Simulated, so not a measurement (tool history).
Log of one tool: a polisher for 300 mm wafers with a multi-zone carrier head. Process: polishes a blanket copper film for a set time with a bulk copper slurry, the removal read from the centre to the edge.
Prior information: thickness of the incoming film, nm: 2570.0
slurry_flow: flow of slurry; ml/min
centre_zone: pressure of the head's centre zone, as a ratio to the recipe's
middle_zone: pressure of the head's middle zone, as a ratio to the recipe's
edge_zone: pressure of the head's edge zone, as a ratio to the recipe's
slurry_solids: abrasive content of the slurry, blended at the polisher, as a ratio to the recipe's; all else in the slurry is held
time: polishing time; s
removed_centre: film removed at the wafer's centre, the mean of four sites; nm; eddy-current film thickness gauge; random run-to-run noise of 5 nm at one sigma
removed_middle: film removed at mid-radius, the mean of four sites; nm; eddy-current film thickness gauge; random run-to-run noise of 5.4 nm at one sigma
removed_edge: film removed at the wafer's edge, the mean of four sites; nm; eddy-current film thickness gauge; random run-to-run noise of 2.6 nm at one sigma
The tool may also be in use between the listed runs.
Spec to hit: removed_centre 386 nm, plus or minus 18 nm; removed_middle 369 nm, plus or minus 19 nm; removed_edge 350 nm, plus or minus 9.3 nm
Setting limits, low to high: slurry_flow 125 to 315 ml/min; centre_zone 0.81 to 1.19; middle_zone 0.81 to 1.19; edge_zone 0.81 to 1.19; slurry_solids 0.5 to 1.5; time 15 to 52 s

run,day,slurry_flow,centre_zone,middle_zone,edge_zone,slurry_solids,time,removed_centre,removed_middle,removed_edge
1,0,205,1,1,1,1,33,480.12,472.83,465.93
2,0.283,205,1,1,1,0.85,33,478.35,449.82,463.04
3,0.621,200,1,1.02,0.95,0.8,31,417.97,431.51,413.5
4,0.846,195,1.03,1,0.91,0.7,30,423.72,413.96,387.26
5,1.112,165,1.03,1,0.91,0.7,30,413.86,387.08,380.86
6,1.342,165,1.03,1,0.96,0.7,30,410.86,391.39,384.95
7,1.658,160,1.03,1,0.94,0.65,30,399.77,387.95,377.46
8,1.929,155,1.04,1,0.92,0.6,30,411.03,374.79,366.5
9,2.262,150,1.03,1.01,0.91,0.6,30,392.83,377.43,360.94
10,2.375,145,1.03,1.01,0.9,0.6,30,386.55,367.53,365.3

4 candidate next runs follow, results not yet known. Just one meets every target within its allowed miss. Identify it.
A,2.488,125,0.98,1,0.92,0.7,33,?,?,?
B,2.488,125,0.88,0.87,0.85,0.7,34,?,?,?
C,2.488,175,1.06,1.04,0.94,0.5,28,?,?,?
D,2.488,125,1.05,1.04,0.92,0.7,31,?,?,?

move,removed_centre,removed_middle,removed_edge
A,387.72,400.42,394.43
B,358.06,367.51,392.69
C,374.6,365.37,343.89
D,390.55,388.71,370.33
A: moves away from the targets compared with the last run
B: moves away from the targets compared with the last run
C: each result inside its tolerance
D: moves away from the targets compared with the last run
C meets every target.
